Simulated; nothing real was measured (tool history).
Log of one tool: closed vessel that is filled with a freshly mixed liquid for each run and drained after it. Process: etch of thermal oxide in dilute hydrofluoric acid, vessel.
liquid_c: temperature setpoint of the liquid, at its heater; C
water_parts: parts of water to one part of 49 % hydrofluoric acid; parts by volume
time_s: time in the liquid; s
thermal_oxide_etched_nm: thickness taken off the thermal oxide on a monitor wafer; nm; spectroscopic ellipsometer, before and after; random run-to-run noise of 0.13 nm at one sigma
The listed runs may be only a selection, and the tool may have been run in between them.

| run | day | liquid_c | water_parts | time_s | thermal_oxide_etched_nm |
|---|---|---|---|---|---|
| 1 | 0.000 | 20.0 | 130 | 295 | 8.7831 |
| 2 | 0.133 | 22.0 | 130 | 295 | 9.4871 |
| 3 | 0.238 | 24.5 | 130 | 295 | 10.4490 |
| 4 | 0.504 | 24.5 | 100 | 295 | 14.0030 |
| 5 | 0.621 | 21.5 | 100 | 295 | 12.4880 |
| 6 | 0.742 | 18.0 | 100 | 295 | 10.8780 |
| 7 | 0.929 | 20.5 | 85 | 295 | 14.2770 |

Run 8, settings as shown, results not yet in. Your forecast:
| 8 | 1.308 | 22.5 | 80 | 295 | ? |

{"run 8": {"thermal_oxide_etched_nm": 16.59}}
